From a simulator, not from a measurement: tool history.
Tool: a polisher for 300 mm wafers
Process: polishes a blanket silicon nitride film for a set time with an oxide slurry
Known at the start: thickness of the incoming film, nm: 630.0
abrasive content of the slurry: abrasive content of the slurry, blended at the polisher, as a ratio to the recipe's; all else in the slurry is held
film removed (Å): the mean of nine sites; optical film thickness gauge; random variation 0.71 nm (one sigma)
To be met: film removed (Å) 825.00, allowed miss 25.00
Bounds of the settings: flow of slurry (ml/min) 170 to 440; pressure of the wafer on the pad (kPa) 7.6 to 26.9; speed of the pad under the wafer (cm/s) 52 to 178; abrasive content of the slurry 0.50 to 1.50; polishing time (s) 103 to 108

| run | hour | flow of slurry (ml/min) | pressure of the wafer on the pad (kPa) | speed of the pad under the wafer (cm/s) | abrasive content of the slurry | polishing time (s) | film removed (Å) |
|---|---|---|---|---|---|---|---|
| 1 | 0.0 | 280 | 17.2 | 114 | 1.00 | 103 | 596.32 |
| 2 | 8.5 | 280 | 18.6 | 114 | 1.00 | 103 | 620.77 |
| 3 | 15.1 | 280 | 18.6 | 114 | 1.00 | 103 | 621.99 |
| 4 | 21.4 | 280 | 20.0 | 114 | 1.00 | 103 | 653.28 |
| 5 | 27.2 | 280 | 17.9 | 114 | 1.00 | 103 | 609.84 |
| 6 | 31.9 | 280 | 20.0 | 114 | 1.00 | 103 | 652.20 |
| 7 | 39.4 | 280 | 21.4 | 114 | 1.00 | 103 | 678.62 |
| 8 | 48.4 | 280 | 22.8 | 114 | 1.00 | 103 | 719.08 |
| 9 | 49.4 | 280 | 23.4 | 114 | 1.00 | 103 | 737.29 |
| 10 | 55.9 | 280 | 24.1 | 114 | 1.00 | 103 | 757.92 |
| 11 | 60.7 | 290 | 26.2 | 114 | 1.00 | 103 | 794.26 |

Which of these 4 next moves meets every target?
| A | 65.5 | 295 | 26.9 | 102 | 1.10 | 107 | ? |
| B | 65.5 | 300 | 25.5 | 110 | 0.95 | 106 | ? |
| C | 65.5 | 300 | 24.1 | 104 | 1.05 | 105 | ? |
| D | 65.5 | 255 | 26.2 | 106 | 1.05 | 103 | ? |

| move | film removed (Å) |
|---|---|
| A | 835.06 |
| B | 769.56 |
| C | 748.31 |
| D | 779.12 |
A: meets every target
B: further off than the last run
C: further off than the last run
D: further off than the last run
Answer: A
